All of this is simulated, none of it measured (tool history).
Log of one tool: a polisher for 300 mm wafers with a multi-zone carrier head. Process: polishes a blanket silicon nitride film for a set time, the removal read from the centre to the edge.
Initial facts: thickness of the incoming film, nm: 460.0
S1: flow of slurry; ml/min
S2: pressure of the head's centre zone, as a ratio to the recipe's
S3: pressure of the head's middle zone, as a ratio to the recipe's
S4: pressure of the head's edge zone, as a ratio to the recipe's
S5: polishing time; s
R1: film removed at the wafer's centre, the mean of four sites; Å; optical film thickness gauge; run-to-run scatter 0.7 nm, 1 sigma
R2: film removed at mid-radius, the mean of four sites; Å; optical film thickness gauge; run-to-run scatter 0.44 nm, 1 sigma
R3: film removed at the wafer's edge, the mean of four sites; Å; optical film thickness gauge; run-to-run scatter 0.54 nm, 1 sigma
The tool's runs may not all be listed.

| run | hour | S1 | S2 | S3 | S4 | S5 | R1 | R2 | R3 |
|---|---|---|---|---|---|---|---|---|---|
| 1 | 0 | 190 | 1 | 1 | 1 | 59 | 721.39 | 715.58 | 714.78 |
| 2 | 3.9 | 190 | 1 | 0.95 | 1 | 59 | 734.6 | 689.17 | 706.58 |
| 3 | 11.6 | 175 | 0.96 | 0.91 | 0.99 | 58 | 688.5 | 644.21 | 685.32 |
| 4 | 18.6 | 175 | 0.96 | 0.91 | 0.99 | 50 | 590.35 | 551.31 | 592.96 |
| 5 | 20.2 | 185 | 0.96 | 0.91 | 1.01 | 50 | 590.18 | 562.47 | 600.95 |
| 6 | 26 | 185 | 0.96 | 0.91 | 1.01 | 55 | 660.28 | 616.35 | 652.94 |

Expected results for the next run?
| 7 | 30.6 | 170 | 0.94 | 0.9 | 1.01 | 55 | ? | ? | ? |

For run 7 the tool returned R1 624.44 Å, R2 599.98 Å, R3 659.7 Å.
